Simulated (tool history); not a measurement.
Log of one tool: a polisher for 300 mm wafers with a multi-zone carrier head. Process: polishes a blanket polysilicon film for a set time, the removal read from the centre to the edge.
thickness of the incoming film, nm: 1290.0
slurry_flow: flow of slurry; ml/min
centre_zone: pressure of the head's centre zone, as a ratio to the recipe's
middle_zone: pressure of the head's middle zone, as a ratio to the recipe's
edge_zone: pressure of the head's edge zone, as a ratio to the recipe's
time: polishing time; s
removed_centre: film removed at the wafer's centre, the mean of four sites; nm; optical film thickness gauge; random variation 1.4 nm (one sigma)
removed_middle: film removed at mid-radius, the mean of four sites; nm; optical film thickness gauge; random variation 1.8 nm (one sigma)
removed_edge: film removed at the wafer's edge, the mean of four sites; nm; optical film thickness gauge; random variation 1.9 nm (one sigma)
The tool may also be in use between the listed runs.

run	day	slurry_flow	centre_zone	middle_zone	edge_zone	time	removed_centre	removed_middle	removed_edge
1	0	120	1	1	1	35	218.74	216.11	222.89
2	0.05	120	1	1	1.07	35	211.81	215.59	230.25
3	0.342	120	1	0.97	1.07	35	213.36	213.12	231.71
4	0.55	120	1	0.97	1.07	31	187.87	186.57	210.39
5	0.904	110	0.95	1.04	1.01	29	161.24	176.92	182.99
6	1.108	100	0.95	1.04	1.01	29	149.98	167.99	182.37

Forecast run 7:
7	1.35	95	0.93	1.09	0.95	28	?	?	?

{"run 7": {"removed_centre": 140.15, "removed_middle": 165.03, "removed_edge": 163.91}}

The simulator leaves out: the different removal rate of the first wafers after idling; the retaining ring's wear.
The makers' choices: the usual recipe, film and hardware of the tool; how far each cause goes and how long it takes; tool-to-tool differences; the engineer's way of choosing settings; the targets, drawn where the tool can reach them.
